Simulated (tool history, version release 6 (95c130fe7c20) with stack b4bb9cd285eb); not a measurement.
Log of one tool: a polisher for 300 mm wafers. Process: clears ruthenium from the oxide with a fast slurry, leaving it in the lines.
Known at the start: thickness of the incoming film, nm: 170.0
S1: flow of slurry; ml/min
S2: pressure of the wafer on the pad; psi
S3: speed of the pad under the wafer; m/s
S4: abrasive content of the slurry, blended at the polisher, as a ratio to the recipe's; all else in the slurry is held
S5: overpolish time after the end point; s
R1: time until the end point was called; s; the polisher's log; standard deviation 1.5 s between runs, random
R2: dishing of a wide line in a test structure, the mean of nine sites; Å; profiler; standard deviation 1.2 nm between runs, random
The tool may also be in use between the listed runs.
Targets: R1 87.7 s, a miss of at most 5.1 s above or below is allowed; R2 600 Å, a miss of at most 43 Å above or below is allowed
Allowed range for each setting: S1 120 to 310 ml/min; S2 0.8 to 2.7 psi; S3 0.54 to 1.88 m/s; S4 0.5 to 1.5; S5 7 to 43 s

run 1 hour=0 | S1=200 S2=1.7 S3=1.2 S4=1 S5=22 | R1=65.187 R2=501.49
run 2 hour=2.7 | S1=200 S2=1.6 S3=1.2 S4=1 S5=24 | R1=67.415 R2=509.36
run 3 hour=3.3 | S1=200 S2=1.6 S3=1.2 S4=0.85 S5=24 | R1=75.639 R2=497.51
run 4 hour=9.6 | S1=200 S2=1.6 S3=1.5 S4=0.85 S5=24 | R1=61.388 R2=575.27
-- hour=17.3 slurry nozzle cleaned
run 5 hour=17.3 | S1=200 S2=1.6 S3=1.5 S4=0.95 S5=24 | R1=55.424 R2=635.72
run 6 hour=19.7 | S1=200 S2=1.5 S3=1.5 S4=0.95 S5=26 | R1=59.035 R2=639.57
run 7 hour=24.8 | S1=200 S2=1.4 S3=1.5 S4=0.95 S5=27 | R1=63.215 R2=608.08
run 8 hour=26.9 | S1=200 S2=1.3 S3=1.5 S4=0.95 S5=28 | R1=67.884 R2=596.71
run 9 hour=30.3 | S1=200 S2=1.2 S3=1.5 S4=0.95 S5=29 | R1=73.85 R2=579.63
run 10 hour=35.6 | S1=200 S2=0.9 S3=1.48 S4=0.95 S5=34 | R1=96.365 R2=532.51
run 11 hour=39.5 | S1=200 S2=1.1 S3=1.48 S4=0.95 S5=35 | R1=81.087 R2=639.8

Which one of the following 5 next-run settings gets every result inside its allowed miss? There is exactly one.
run A hour=43.4 | S1=235 S2=0.9 S3=1.52 S4=0.75 S5=41 | R1=? R2=?
run B hour=43.4 | S1=175 S2=1.3 S3=1.32 S4=1.05 S5=27 | R1=? R2=?
run C hour=43.4 | S1=220 S2=1.1 S3=1.56 S4=0.95 S5=31 | R1=? R2=?
run D hour=43.4 | S1=200 S2=1.2 S3=1.42 S4=0.7 S5=36 | R1=? R2=?
run E hour=43.4 | S1=210 S2=1.1 S3=1.46 S4=1 S5=33 | R1=? R2=?

move=A R1=102.6 R2=590.97
move=B R1=75.682 R2=538.28
move=C R1=76.323 R2=598.85
move=D R1=86.945 R2=608.24
move=E R1=80.319 R2=604.44
A: moves the result that the last run missed by most past its target, out the other side
B: its largest miss is bigger than the last run's
C: its largest miss is bigger than the last run's
D: hits every target within its allowed miss
E: its largest miss is bigger than the last run's
D is the move that brings every result within its allowed miss.
